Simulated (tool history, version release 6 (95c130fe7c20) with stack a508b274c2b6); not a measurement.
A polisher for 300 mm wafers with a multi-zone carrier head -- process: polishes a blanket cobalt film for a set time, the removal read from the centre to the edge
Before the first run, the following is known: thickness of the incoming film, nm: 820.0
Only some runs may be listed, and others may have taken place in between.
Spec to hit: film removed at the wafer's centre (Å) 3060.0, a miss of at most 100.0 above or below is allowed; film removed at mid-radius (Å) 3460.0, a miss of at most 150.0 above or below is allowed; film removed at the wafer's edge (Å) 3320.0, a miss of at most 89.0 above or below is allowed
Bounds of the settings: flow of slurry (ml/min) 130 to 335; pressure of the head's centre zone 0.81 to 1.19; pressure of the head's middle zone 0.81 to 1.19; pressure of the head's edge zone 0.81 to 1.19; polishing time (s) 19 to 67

run    day  flow of slurry (ml/min)  pressure of the head's centre zone  pressure of the head's middle zone  pressure of the head's edge zone  polishing time (s)  film removed at the wafer's centre (Å)  film removed at mid-radius (Å)  film removed at the wafer's edge (Å)
  1  0.000                      215                                1.00                                1.00                              1.00                  43                                  2910.3                          2787.2                                2924.9
  2  0.229                      230                                0.99                                1.04                              1.03                  44                                  2910.7                          2964.9                                3003.4
  3  0.300                      235                                0.99                                1.06                              1.05                  45                                  3106.2                          3075.0                                3089.0
  4  0.562                      235                                0.96                                1.08                              1.06                  46                                  3048.4                          3201.8                                3138.5
  5  0.908                      240                                0.94                                1.09                              1.08                  47                                  3025.2                          3238.4                                3302.1
  6  0.988                      240                                0.94                                1.09                              1.08                  41                                  2663.0                          2836.7                                2878.5
  7  1.200                      245                                0.94                                1.11                              1.09                  43                                  2777.4                          3014.6                                3040.7
  8  1.417                      255                                0.94                                1.13                              1.10                  44                                  2872.5                          3151.8                                3127.9
  9  1.762                      265                                0.94                                1.15                              1.11                  44                                  2903.4                          3200.8                                3147.1
 10  1.842                      270                                0.94                                1.16                              1.11                  44                                  2947.7                          3188.2                                3152.1
 11  2.033                      270                                0.93                                1.17                              1.11                  45                                  2908.9                          3375.1                                3235.0
 12  2.254                      275                                0.93                                1.17                              1.11                  45                                  2905.2                          3310.1                                3268.6
 13  2.304                      275                                0.94                                1.18                              1.11                  45                                  2919.8                          3342.4                                3256.8
 14  2.538                      280                                0.95                                1.18                              1.10                  45                                  3002.8                          3317.4                                3252.5
 15  2.904                      275                                0.95                                1.18                              1.10                  45                                  3045.9                          3372.4                                3195.5
 16  3.025                      275                                0.95                                1.18                              1.10                  45                                  2967.3                          3352.6                                3205.0
 17  3.200                      280                                0.95                                1.18                              1.10                  45                                  3018.9                          3317.0                                3228.3

Which of these 4 next moves meets every target?
  A  3.375                      335                                0.96                                1.04                              1.13                  46                                       ?                               ?                                     ?
  B  3.375                      335                                0.96                                0.93                              1.19                  45                                       ?                               ?                                     ?
  C  3.375                      260                                0.95                                1.19                              1.11                  47                                       ?                               ?                                     ?
  D  3.375                      295                                0.99                                1.19                              1.13                  43                                       ?                               ?                                     ?

move  film removed at the wafer's centre (Å)  film removed at mid-radius (Å)  film removed at the wafer's edge (Å)
   A                                  3146.4                          3175.8                                3354.4
   B                                  3076.4                          2924.7                                3373.9
   C                                  3102.5                          3424.1                                3332.9
   D                                  2999.0                          3170.0                                3105.3
A: gets the furthest-off result to its target, but another result is out of tolerance
B: gets the furthest-off result to its target, but another result is out of tolerance
C: hits every target within its allowed miss
D: further off than the last run
Go with C: it meets all targets.
